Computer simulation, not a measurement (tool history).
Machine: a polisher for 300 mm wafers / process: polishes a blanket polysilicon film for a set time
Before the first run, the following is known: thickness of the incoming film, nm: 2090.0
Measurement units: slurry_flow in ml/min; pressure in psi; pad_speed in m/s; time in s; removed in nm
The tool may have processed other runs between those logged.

run  hour  slurry_flow  pressure  pad_speed  time  removed
  1     0          240       2.7       1.06    43   328.45
  2   7.8          180       2.7       1.06    43   315.31
  3  10.8          180       2.7       1.22    43   354.99
  4    12          180       2.6       1.22    43   339.38
  5  14.4          175       2.6       1.22    43   334.97
  6  16.7          175       2.6       1.22    43   340.14
  7  20.8          170       2.4       1.22    43   313.79
  8  22.6          165       2.4       1.22    43   310.46
     29.1  -- head pressure recalibrated
  9  29.1          160       2.4       1.22    43   327.62

The next listed run, before its measurement:
 10  36.4          160       2.3       1.22    43        ?

{"run 10": {"removed": 316.52}}

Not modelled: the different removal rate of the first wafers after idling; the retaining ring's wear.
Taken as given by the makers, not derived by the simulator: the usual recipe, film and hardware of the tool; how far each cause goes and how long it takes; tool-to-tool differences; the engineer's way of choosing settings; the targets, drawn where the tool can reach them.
